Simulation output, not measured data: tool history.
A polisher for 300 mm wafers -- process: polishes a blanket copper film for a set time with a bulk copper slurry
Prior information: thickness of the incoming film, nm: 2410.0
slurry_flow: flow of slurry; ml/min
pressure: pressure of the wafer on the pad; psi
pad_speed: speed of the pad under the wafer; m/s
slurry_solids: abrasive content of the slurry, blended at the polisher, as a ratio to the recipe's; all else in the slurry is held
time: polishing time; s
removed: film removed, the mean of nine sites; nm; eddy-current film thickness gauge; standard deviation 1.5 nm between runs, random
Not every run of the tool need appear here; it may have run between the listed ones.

| run | hour | slurry_flow | pressure | pad_speed | slurry_solids | time | removed |
|---|---|---|---|---|---|---|---|
| 1 | 0.0 | 215 | 2.5 | 1.22 | 1.00 | 28 | 240.93 |
| 2 | 9.0 | 240 | 2.5 | 1.22 | 1.00 | 28 | 243.46 |
| 3 | 15.0 | 240 | 2.5 | 1.22 | 0.85 | 28 | 234.53 |
| 4 | 22.3 | 240 | 2.5 | 1.22 | 0.95 | 28 | 241.37 |
| 5 | 27.4 | 240 | 2.0 | 1.22 | 0.95 | 28 | 207.21 |
| 6 | 30.2 | 235 | 1.9 | 1.22 | 0.95 | 28 | 196.98 |
| 7 | 33.8 | 230 | 1.9 | 1.22 | 0.95 | 28 | 196.89 |

For run 8, what comes out?
|  | 35.6 | head pressure recalibrated |
| 8 | 35.6 | 225 | 1.8 | 1.22 | 0.95 | 28 | ? |

removed: 204.87 nm
